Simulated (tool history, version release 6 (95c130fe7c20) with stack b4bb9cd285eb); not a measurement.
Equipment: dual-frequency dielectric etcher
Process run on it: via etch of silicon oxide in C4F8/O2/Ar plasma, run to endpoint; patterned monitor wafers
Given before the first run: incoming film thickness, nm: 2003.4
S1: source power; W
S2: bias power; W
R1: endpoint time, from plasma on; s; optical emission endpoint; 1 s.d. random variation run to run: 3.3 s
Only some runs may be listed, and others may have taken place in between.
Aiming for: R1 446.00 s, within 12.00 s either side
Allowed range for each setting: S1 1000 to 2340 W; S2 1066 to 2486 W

run	hour	S1	S2	R1
1	0.0	1670	1776	382.39
2	3.0	1670	2071	371.33
3	4.9	1540	2010	387.81
4	5.9	1300	2010	411.17
5	9.8	1240	1987	420.69
6	12.6	1500	1987	387.79
7	15.0	1410	1951	399.93
8	23.4	1330	1921	415.21
9	31.9	1290	1906	420.27
10	38.4	1250	1894	423.42

Next run, 5 choices. One meets every target within its allowed miss, the rest don't. Which?
A	44.9	1760	1528	?
B	44.9	1270	1946	?
C	44.9	1260	1520	?
D	44.9	1360	1839	?
E	44.9	1310	1773	?

move	R1
A	395.60
B	417.74
C	447.66
D	414.05
E	423.82
A: the biggest miss grows against the last run
B: the biggest miss grows against the last run
C: every result within its allowed miss
D: the biggest miss grows against the last run
E: no nearer and no further than the last run
C is the move that brings every result within its allowed miss.
